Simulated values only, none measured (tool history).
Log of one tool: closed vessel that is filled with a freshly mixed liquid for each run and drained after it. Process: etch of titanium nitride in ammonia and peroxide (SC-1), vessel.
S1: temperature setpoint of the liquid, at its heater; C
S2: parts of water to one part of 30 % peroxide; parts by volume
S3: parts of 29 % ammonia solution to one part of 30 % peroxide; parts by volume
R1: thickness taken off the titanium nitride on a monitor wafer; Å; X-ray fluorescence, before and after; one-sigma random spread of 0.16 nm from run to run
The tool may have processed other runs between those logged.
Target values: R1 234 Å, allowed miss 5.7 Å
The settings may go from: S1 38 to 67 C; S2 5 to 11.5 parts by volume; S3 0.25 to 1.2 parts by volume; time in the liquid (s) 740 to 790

run 1 hour=0 | S1=51 S2=6.5 S3=0.95 time_in_the_liquid_(s)=740 | R1=477.39
run 2 hour=8.7 | S1=48 S2=6.5 S3=0.95 time_in_the_liquid_(s)=740 | R1=389.89
run 3 hour=9.8 | S1=48 S2=6.5 S3=0.95 time_in_the_liquid_(s)=740 | R1=382.82
run 4 hour=11 | S1=46 S2=6.5 S3=0.95 time_in_the_liquid_(s)=740 | R1=335.46
run 5 hour=17.6 | S1=46 S2=6.5 S3=0.65 time_in_the_liquid_(s)=740 | R1=316.08
-- hour=23.3 new drum of ammonia solution connected
run 6 hour=23.3 | S1=46 S2=6.5 S3=0.65 time_in_the_liquid_(s)=740 | R1=320.46
run 7 hour=30.8 | S1=44.5 S2=6.5 S3=0.65 time_in_the_liquid_(s)=740 | R1=287.03
run 8 hour=36.1 | S1=43.5 S2=6.5 S3=0.65 time_in_the_liquid_(s)=740 | R1=269.35
run 9 hour=40.8 | S1=43 S2=6.5 S3=0.65 time_in_the_liquid_(s)=740 | R1=257.77
run 10 hour=46.7 | S1=42.5 S2=6.5 S3=0.65 time_in_the_liquid_(s)=740 | R1=248.98

5 next moves are on the table. One of them brings every result within its allowed miss. Which?
run A hour=52.6 | S1=45.5 S2=11 S3=0.95 time_in_the_liquid_(s)=790 | R1=?
run B hour=52.6 | S1=42 S2=7 S3=0.45 time_in_the_liquid_(s)=790 | R1=?
run C hour=52.6 | S1=43 S2=5.5 S3=0.4 time_in_the_liquid_(s)=790 | R1=?
run D hour=52.6 | S1=42.5 S2=6.5 S3=0.7 time_in_the_liquid_(s)=740 | R1=?
run E hour=52.6 | S1=44.5 S2=7.5 S3=0.6 time_in_the_liquid_(s)=740 | R1=?

move=A R1=271.29
move=B R1=234.23
move=C R1=277.93
move=D R1=253.12
move=E R1=266.59
A: misses by more than the last run did
B: every result lands within tolerance
C: misses by more than the last run did
D: misses by more than the last run did
E: misses by more than the last run did
Go with B: it meets all targets.
